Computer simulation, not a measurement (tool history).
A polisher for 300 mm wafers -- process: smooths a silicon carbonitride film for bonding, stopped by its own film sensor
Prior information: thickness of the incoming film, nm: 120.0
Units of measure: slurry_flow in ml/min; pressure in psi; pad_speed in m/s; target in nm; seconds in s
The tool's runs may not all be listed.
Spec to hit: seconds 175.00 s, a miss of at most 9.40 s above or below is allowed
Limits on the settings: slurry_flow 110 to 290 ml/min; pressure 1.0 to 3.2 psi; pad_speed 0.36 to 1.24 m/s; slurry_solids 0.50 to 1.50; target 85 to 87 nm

run  hour  slurry_flow  pressure  pad_speed  slurry_solids  target  seconds
  1   0.0          185       2.1       0.80           1.00      87   133.19
  2   5.4          185       2.1       0.88           1.00      87   124.75
  3  10.3          185       2.0       0.88           1.00      87   125.32
  4  12.5          185       1.9       0.88           1.00      87   135.85
  5  16.2          185       1.8       0.88           1.00      87   143.36
  6  22.0          185       1.7       0.88           1.00      87   143.65
  7  27.4          185       1.6       0.88           1.00      87   156.91
  8  31.1          185       1.5       0.88           1.00      87   161.74

Of the 5 settings listed for the next run, only one would bring every result within its allowed miss of target. Which one?
  A  34.8          160       1.3       0.86           1.15      87        ?
  B  34.8          180       1.7       0.86           1.00      87        ?
  C  34.8          115       2.1       0.72           1.00      87        ?
  D  34.8          245       1.6       0.76           1.25      87        ?
  E  34.8          190       1.7       0.88           1.00      86        ?

move  seconds
   A   178.83
   B   152.02
   C   153.79
   D   158.05
   E   153.07
A: meets every target
B: lands further from the targets than the last run did
C: lands further from the targets than the last run did
D: lands further from the targets than the last run did
E: lands further from the targets than the last run did
So the answer is move A, the one that meets all the targets.

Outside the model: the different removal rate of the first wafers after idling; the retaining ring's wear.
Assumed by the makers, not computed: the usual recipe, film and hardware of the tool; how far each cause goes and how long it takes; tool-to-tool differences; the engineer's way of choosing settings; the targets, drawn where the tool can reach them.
